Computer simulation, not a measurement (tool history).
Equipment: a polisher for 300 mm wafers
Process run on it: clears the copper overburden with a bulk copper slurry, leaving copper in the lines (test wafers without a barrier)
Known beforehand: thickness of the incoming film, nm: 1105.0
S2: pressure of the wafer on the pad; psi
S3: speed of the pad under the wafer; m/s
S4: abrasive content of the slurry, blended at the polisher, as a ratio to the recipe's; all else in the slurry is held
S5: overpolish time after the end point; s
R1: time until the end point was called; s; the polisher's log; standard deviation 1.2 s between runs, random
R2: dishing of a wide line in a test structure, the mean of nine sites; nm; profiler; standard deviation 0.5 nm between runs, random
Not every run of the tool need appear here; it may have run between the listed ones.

Run 1, hour 0: flow of slurry (ml/min) 300, S2 2.6 psi, S3 1.2 m/s, S4 1, S5 12 s. Result: R1 132.32 s, R2 58.588 nm.
Run 2, hour 4.5: flow of slurry (ml/min) 300, S2 2.6 psi, S3 1.2 m/s, S4 1, S5 10 s. Result: R1 131.83 s, R2 52.789 nm.
Run 3, hour 7.4: flow of slurry (ml/min) 300, S2 2.6 psi, S3 1.2 m/s, S4 1, S5 9 s. Result: R1 131.61 s, R2 50.017 nm.
Run 4, hour 14: flow of slurry (ml/min) 300, S2 2.6 psi, S3 1.2 m/s, S4 1, S5 8 s. Result: R1 131.94 s, R2 45.371 nm.
Run 5, hour 21.2: flow of slurry (ml/min) 255, S2 2.6 psi, S3 1.2 m/s, S4 1, S5 8 s. Result: R1 133.82 s, R2 44.391 nm.
Run 6, hour 25.7: flow of slurry (ml/min) 245, S2 2.6 psi, S3 1.2 m/s, S4 1, S5 8 s. Result: R1 134.31 s, R2 44.886 nm.
Run 7, hour 28.6: flow of slurry (ml/min) 250, S2 2.5 psi, S3 1.2 m/s, S4 1, S5 5 s. Result: R1 138.98 s, R2 30.205 nm.
Run 8, hour 35.3: flow of slurry (ml/min) 260, S2 2.5 psi, S3 1.18 m/s, S4 1, S5 6 s. Result: R1 138.69 s, R2 34.342 nm.
Run 9, hour 36.4: flow of slurry (ml/min) 265, S2 2.5 psi, S3 1.18 m/s, S4 1, S5 6 s. Result: R1 140.04 s, R2 34.568 nm.
Run 10, hour 41.8: flow of slurry (ml/min) 270, S2 2.5 psi, S3 1.18 m/s, S4 1, S5 6 s. Result: R1 139.05 s, R2 35.103 nm.
Run 11, hour 50.4: flow of slurry (ml/min) 280, S2 2.5 psi, S3 1.18 m/s, S4 1, S5 6 s. Result: R1 138.05 s, R2 34.88 nm.

The next listed run, before its measurement:
Run 12, hour 59.4: flow of slurry (ml/min) 285, S2 2.5 psi, S3 1.18 m/s, S4 1, S5 6 s. Result: R1 ?, R2 ?.

{"run 12": {"R1": 138.28, "R2": 35.746}}
